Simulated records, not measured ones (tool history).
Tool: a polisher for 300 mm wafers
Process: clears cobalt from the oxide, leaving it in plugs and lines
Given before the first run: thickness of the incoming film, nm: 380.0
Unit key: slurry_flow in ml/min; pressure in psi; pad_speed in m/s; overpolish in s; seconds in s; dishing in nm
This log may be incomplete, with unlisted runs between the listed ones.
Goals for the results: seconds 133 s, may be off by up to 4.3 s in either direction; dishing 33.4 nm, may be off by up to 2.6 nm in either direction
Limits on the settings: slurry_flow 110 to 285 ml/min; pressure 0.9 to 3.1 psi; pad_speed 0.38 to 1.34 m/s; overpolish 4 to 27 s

run    day  slurry_flow  pressure  pad_speed  overpolish  seconds  dishing
  1      0          180         2       0.86          14   86.189   38.679
  2  0.042          180         2       0.86           9   87.674   27.832
  3  0.233          205         2       0.86           9   85.709   28.856
  4  0.254          205         2       0.74           9   94.167   25.783
  5  0.583          195       1.9       0.74          11   99.562   28.863
  6  0.771          195       1.9       0.74          13   99.567   33.999
  7  1.096          190       1.8       0.74          13   104.71   32.597
  8   1.25          185       1.7       0.74          13      112   29.778
  9  1.392          175       1.6       0.74          14   117.72   31.439
 10  1.629          170       1.6       0.74          14   115.18   30.682

Which one of the following 4 next-run settings gets every result inside its allowed miss? There is exactly one.
  A  1.867          220       1.7        0.8          12        ?        ?
  B  1.867          180       1.5       0.86          17        ?        ?
  C  1.867          155       1.7       0.56          18        ?        ?
  D  1.867          190       1.8       0.68          13        ?        ?

move  seconds  dishing
   A   101.76   31.798
   B   111.01   38.073
   C   131.56   35.354
   D   108.97   32.074
A: its largest miss is bigger than the last run's
B: its largest miss is bigger than the last run's
C: every result within its allowed miss
D: its largest miss is bigger than the last run's
Correct choice: C, which meets every target

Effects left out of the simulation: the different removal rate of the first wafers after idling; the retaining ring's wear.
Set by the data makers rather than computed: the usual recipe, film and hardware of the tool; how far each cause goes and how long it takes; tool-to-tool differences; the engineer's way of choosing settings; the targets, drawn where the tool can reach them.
